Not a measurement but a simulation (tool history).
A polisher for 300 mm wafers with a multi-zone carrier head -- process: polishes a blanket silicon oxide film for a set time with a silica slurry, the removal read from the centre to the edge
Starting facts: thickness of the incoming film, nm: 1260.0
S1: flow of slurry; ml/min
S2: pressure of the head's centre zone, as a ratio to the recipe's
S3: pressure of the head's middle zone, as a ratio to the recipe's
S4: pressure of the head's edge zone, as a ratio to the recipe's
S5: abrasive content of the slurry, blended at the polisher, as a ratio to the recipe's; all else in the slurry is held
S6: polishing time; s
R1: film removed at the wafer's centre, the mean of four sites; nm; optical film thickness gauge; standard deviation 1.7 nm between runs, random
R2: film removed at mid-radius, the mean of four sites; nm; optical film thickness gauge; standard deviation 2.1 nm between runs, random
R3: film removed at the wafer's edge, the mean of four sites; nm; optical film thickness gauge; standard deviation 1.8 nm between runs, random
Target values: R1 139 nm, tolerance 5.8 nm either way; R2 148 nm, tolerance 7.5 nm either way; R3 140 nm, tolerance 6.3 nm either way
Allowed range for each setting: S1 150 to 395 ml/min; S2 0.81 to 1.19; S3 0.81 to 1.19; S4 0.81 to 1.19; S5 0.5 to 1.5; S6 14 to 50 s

run	day	S1	S2	S3	S4	S5	S6	R1	R2	R3
1	0	250	1	1	1	1	32	116.62	114.5	111.65
2	0.25	250	0.94	1	1	1	32	108.5	114.18	111.76
3	0.283	250	0.94	1	1	0.8	32	100.76	105.88	102.2
4	0.425	250	0.94	0.93	1	0.8	32	97.638	98.994	103.08
5	0.567	250	0.94	0.9	1	0.8	32	101.45	96.19	103.68
6	0.596	255	0.95	0.95	1.02	1	32	110.12	112.04	113.91
7	0.858	265	0.97	0.97	1.05	1.1	32	118.2	117.98	120.53
8	1.079	270	0.98	1	1.06	1.2	32	121.06	128.13	125.81
9	1.162	285	1.07	1.04	1.1	1.4	32	140.36	135.77	137.44
10	1.375	285	1.06	1.06	1.1	1.4	32	139.84	143.39	137.18
11	1.492	285	1.05	1.06	1.1	1.4	32	138.41	139.56	136.15

Of the 5 settings listed for the next run, only one would bring every result within its allowed miss of target. Which one?
A	1.608	310	1.08	1.17	1.03	1.4	31	?	?	?
B	1.608	330	1.06	1.08	1.12	1.4	30	?	?	?
C	1.608	335	1	0.97	1.19	1.3	33	?	?	?
D	1.608	280	1.04	1.1	1.18	1.2	34	?	?	?
E	1.608	285	1.07	1.01	1.14	1.4	31	?	?	?

move	R1	R2	R3
A	138.11	149.56	124.48
B	132.38	135.94	126.36
C	135.29	133.22	140.1
D	137.2	145.62	137.4
E	135.56	130.71	130.38
A: the furthest-off result lands on target, but another misses its tolerance
B: its largest miss is bigger than the last run's
C: its largest miss is bigger than the last run's
D: every result lands within tolerance
E: its largest miss is bigger than the last run's
The move that meets every target is D.

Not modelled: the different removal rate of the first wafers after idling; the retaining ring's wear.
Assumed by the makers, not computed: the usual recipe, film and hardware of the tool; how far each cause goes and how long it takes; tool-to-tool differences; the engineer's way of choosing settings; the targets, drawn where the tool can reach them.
